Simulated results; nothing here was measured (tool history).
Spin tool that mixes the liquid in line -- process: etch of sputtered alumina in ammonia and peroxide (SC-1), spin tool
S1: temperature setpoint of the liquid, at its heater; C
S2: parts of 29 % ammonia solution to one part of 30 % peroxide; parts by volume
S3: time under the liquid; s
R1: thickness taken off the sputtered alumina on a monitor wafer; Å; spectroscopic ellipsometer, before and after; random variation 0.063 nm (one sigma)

run	hour	S1	S2	S3	R1
1	0	60	0.6	100	118.3
2	7.7	62.5	0.6	100	135.66
3	16.6	62.5	0.5	100	131.96
4	19.5	59	0.5	100	109.94
5	24.9	53	0.5	100	80.531
6	26.9	57.5	0.5	100	102.34
7	29.8	60.5	0.5	100	119.58
8	34.8	62.5	0.5	100	132.3
9	42.2	64	0.5	100	142.41

Expected results for the next run?
10	50	65.5	0.5	100	?

R1: 154 Å

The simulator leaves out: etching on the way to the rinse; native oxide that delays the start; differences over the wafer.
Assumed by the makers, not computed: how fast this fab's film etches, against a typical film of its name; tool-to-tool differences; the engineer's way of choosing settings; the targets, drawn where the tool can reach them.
